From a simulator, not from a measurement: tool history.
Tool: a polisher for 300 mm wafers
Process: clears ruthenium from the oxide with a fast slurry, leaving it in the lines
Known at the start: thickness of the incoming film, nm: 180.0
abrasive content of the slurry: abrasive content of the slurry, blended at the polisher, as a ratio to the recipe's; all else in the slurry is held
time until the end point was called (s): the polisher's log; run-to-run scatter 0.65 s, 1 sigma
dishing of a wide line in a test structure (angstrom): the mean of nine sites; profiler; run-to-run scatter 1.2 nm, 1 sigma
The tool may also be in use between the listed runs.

run,hour,flow of slurry (ml/min),pressure of the wafer on the pad (psi),speed of the pad under the wafer (m/s),abrasive content of the slurry,overpolish time after the end point (s),time until the end point was called (s),dishing of a wide line in a test structure (angstrom)
1,0.0,120,1.9,1.18,1.0,11,63.595,290.19
2,7.2,115,2.1,1.18,1.0,13,59.499,362.41
3,14.0,115,2.3,1.20,1.0,14,53.806,425.91
4,22.2,115,2.3,1.20,0.9,14,55.088,404.89
5,26.7,115,2.3,1.20,0.9,17,56.498,485.22
6,32.8,115,2.3,1.34,0.9,17,50.868,541.64
7,33.8,120,2.4,1.34,0.9,18,47.632,600.95

Run 8 is up next; what results do you expect?
8,41.7,120,2.5,1.34,0.9,19,?,?

Logged for run 8: time until the end point was called (s) 45.951, dishing of a wide line in a test structure (angstrom) 628.41.

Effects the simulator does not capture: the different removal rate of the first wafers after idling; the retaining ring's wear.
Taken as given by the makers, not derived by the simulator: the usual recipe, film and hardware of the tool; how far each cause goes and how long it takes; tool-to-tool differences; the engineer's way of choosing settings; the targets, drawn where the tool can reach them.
